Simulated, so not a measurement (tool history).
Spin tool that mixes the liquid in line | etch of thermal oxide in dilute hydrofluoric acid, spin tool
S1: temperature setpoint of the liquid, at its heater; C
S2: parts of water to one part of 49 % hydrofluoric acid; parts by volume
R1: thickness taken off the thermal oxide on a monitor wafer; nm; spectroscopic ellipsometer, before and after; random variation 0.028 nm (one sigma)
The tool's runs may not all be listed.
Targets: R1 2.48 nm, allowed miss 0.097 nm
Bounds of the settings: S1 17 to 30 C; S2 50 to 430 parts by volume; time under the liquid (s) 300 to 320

{"run": 1, "hour": 0.0, "S1": 22, "S2": 240, "time under the liquid (s)": 300, "R1": 4.1831}
{"run": 2, "hour": 8.0, "S1": 21, "S2": 260, "time under the liquid (s)": 300, "R1": 3.5618}
{"run": 3, "hour": 11.5, "S1": 21, "S2": 260, "time under the liquid (s)": 300, "R1": 3.5943}
{"run": 4, "hour": 13.4, "S1": 23.5, "S2": 260, "time under the liquid (s)": 300, "R1": 3.9201}
{"run": 5, "hour": 15.7, "S1": 22, "S2": 270, "time under the liquid (s)": 300, "R1": 3.5683}
{"run": 6, "hour": 20.4, "S1": 21, "S2": 280, "time under the liquid (s)": 300, "R1": 3.3488}
{"run": 7, "hour": 27.4, "S1": 17.5, "S2": 335, "time under the liquid (s)": 300, "R1": 2.3299}
{"run": 8, "hour": 32.9, "S1": 18, "S2": 335, "time under the liquid (s)": 300, "R1": 2.3543}

5 next moves are on the table. One of them brings every result within its allowed miss. Which?
{"run": "A", "hour": 38.4, "S1": 17.5, "S2": 350, "time under the liquid (s)": 310, "R1": "?"}
{"run": "B", "hour": 38.4, "S1": 18, "S2": 355, "time under the liquid (s)": 310, "R1": "?"}
{"run": "C", "hour": 38.4, "S1": 18.5, "S2": 310, "time under the liquid (s)": 320, "R1": "?"}
{"run": "D", "hour": 38.4, "S1": 18.5, "S2": 345, "time under the liquid (s)": 320, "R1": "?"}
{"run": "E", "hour": 38.4, "S1": 17.5, "S2": 345, "time under the liquid (s)": 305, "R1": "?"}

move=A R1=2.2527
move=B R1=2.2528
move=C R1=2.8164
move=D R1=2.457
move=E R1=2.2577
A: further off than the last run
B: further off than the last run
C: takes the result that was furthest off past its target
D: meets every target
E: further off than the last run
Answer: D
